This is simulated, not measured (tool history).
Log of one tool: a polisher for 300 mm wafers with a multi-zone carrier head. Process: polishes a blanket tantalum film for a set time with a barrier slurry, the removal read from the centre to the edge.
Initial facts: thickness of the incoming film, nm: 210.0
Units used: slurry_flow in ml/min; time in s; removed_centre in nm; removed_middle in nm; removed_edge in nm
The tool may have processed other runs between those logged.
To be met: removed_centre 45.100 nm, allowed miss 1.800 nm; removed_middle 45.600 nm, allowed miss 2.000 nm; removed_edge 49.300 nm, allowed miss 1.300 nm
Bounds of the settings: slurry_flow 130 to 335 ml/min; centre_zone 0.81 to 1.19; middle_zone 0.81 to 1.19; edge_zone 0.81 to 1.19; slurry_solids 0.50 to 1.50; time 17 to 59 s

Run 1, hour 0.0: slurry_flow 215 ml/min, centre_zone 1.00, middle_zone 1.00, edge_zone 1.00, slurry_solids 1.00, time 38 s. Result: removed_centre 77.365 nm, removed_middle 84.208 nm, removed_edge 82.308 nm.
Run 2, hour 1.1: slurry_flow 205 ml/min, centre_zone 0.98, middle_zone 0.95, edge_zone 0.97, slurry_solids 0.85, time 34 s. Result: removed_centre 66.500 nm, removed_middle 69.286 nm, removed_edge 69.739 nm.
Run 3, hour 8.9: slurry_flow 205 ml/min, centre_zone 0.94, middle_zone 0.95, edge_zone 0.97, slurry_solids 0.85, time 34 s. Result: removed_centre 61.810 nm, removed_middle 68.400 nm, removed_edge 69.141 nm.
Run 4, hour 16.2: slurry_flow 195 ml/min, centre_zone 0.92, middle_zone 0.91, edge_zone 0.94, slurry_solids 0.75, time 32 s. Result: removed_centre 54.503 nm, removed_middle 60.379 nm, removed_edge 61.853 nm.
Run 5, hour 18.0: slurry_flow 195 ml/min, centre_zone 0.92, middle_zone 0.91, edge_zone 0.94, slurry_solids 0.95, time 32 s. Result: removed_centre 57.093 nm, removed_middle 62.046 nm, removed_edge 66.154 nm.
Run 6, hour 19.0: slurry_flow 185 ml/min, centre_zone 0.92, middle_zone 0.88, edge_zone 0.92, slurry_solids 0.80, time 31 s. Result: removed_centre 53.419 nm, removed_middle 56.297 nm, removed_edge 60.158 nm.
Run 7, hour 20.1: slurry_flow 160 ml/min, centre_zone 0.89, middle_zone 0.81, edge_zone 0.87, slurry_solids 0.55, time 28 s. Result: removed_centre 39.811 nm, removed_middle 40.261 nm, removed_edge 46.409 nm.
Run 8, hour 20.8: slurry_flow 185 ml/min, centre_zone 0.90, middle_zone 0.82, edge_zone 0.87, slurry_solids 0.55, time 28 s. Result: removed_centre 41.965 nm, removed_middle 43.846 nm, removed_edge 47.595 nm.
Run 9, hour 21.5: slurry_flow 205 ml/min, centre_zone 0.95, middle_zone 0.81, edge_zone 0.91, slurry_solids 0.55, time 28 s. Result: removed_centre 45.506 nm, removed_middle 44.251 nm, removed_edge 48.955 nm.

Pick the move, out of 5, that brings all results within their allowed miss; only one does.
Run A, hour 22.2: slurry_flow 195 ml/min, centre_zone 0.99, middle_zone 0.81, edge_zone 0.84, slurry_solids 0.55, time 29 s. Result: removed_centre ?, removed_middle ?, removed_edge ?.
Run B, hour 22.2: slurry_flow 170 ml/min, centre_zone 0.95, middle_zone 0.81, edge_zone 0.81, slurry_solids 0.55, time 29 s. Result: removed_centre ?, removed_middle ?, removed_edge ?.
Run C, hour 22.2: slurry_flow 200 ml/min, centre_zone 1.02, middle_zone 0.83, edge_zone 0.93, slurry_solids 0.50, time 29 s. Result: removed_centre ?, removed_middle ?, removed_edge ?.
Run D, hour 22.2: slurry_flow 235 ml/min, centre_zone 0.93, middle_zone 0.85, edge_zone 0.92, slurry_solids 0.55, time 28 s. Result: removed_centre ?, removed_middle ?, removed_edge ?.
Run E, hour 22.2: slurry_flow 260 ml/min, centre_zone 1.01, middle_zone 0.98, edge_zone 0.95, slurry_solids 0.50, time 26 s. Result: removed_centre ?, removed_middle ?, removed_edge ?.

move  removed_centre  removed_middle  removed_edge
   A          49.000          44.571        48.533
   B          45.714          43.501        46.916
   C          49.234          44.284        49.458
   D          45.812          46.025        49.818
   E          45.550          47.249        45.916
A: meets the target for the result that was furthest off, but another lies outside its allowed miss
B: further off than the last run
C: meets the target for the result that was furthest off, but another lies outside its allowed miss
D: all results in spec
E: meets the target for the result that was furthest off, but another lies outside its allowed miss
Go with D: it meets all targets.

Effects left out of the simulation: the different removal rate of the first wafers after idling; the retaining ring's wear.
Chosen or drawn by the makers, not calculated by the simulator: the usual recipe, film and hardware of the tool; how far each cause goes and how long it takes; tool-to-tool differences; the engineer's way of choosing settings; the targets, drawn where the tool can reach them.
